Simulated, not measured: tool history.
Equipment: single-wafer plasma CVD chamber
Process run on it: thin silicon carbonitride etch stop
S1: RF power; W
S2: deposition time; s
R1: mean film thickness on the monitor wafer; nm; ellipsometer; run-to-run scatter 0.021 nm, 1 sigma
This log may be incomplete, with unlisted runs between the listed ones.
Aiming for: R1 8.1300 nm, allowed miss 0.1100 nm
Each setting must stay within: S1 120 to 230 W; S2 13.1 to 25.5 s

{"run": 1, "hour": 0.0, "S1": 175, "S2": 19.3, "R1": 10.146}
{"run": 2, "hour": 6.3, "S1": 195, "S2": 19.3, "R1": 10.422}
{"run": 3, "hour": 11.8, "S1": 195, "S2": 21.5, "R1": 11.588}
{"run": 4, "hour": 15.3, "S1": 180, "S2": 19.8, "R1": 10.518}
{"run": 5, "hour": 16.3, "S1": 160, "S2": 19.8, "R1": 10.232}
{"run": 6, "hour": 24.5, "S1": 185, "S2": 19.8, "R1": 10.565}
{"run": 7, "hour": 25.3, "S1": 170, "S2": 18.5, "R1": 9.6905}
{"run": 8, "hour": 33.2, "S1": 160, "S2": 17.7, "R1": 9.1829}
{"run": 9, "hour": 34.6, "S1": 150, "S2": 17.2, "R1": 8.769}
{"run": 10, "hour": 39.1, "S1": 145, "S2": 17.0, "R1": 8.6302}
{"hour": 46.8, "done": "RF generator calibrated"}
{"run": 11, "hour": 46.8, "S1": 140, "S2": 16.8, "R1": 8.5492}
{"run": 12, "hour": 50.3, "S1": 135, "S2": 16.6, "R1": 8.4296}
{"run": 13, "hour": 56.8, "S1": 130, "S2": 16.4, "R1": 8.2637}

Of the 5 settings listed for the next run, only one would bring every result within its allowed miss of target. Which one?
{"run": "A", "hour": 63.3, "S1": 135, "S2": 16.0, "R1": "?"}
{"run": "B", "hour": 63.3, "S1": 120, "S2": 17.1, "R1": "?"}
{"run": "C", "hour": 63.3, "S1": 120, "S2": 17.0, "R1": "?"}
{"run": "D", "hour": 63.3, "S1": 125, "S2": 16.9, "R1": "?"}
{"run": "E", "hour": 63.3, "S1": 120, "S2": 16.8, "R1": "?"}

move=A R1=8.1324
move=B R1=8.5017
move=C R1=8.4520
move=D R1=8.4659
move=E R1=8.3525
A: every result lands within tolerance
B: moves away from the targets compared with the last run
C: moves away from the targets compared with the last run
D: moves away from the targets compared with the last run
E: moves away from the targets compared with the last run
A is the move that brings every result within its allowed miss.
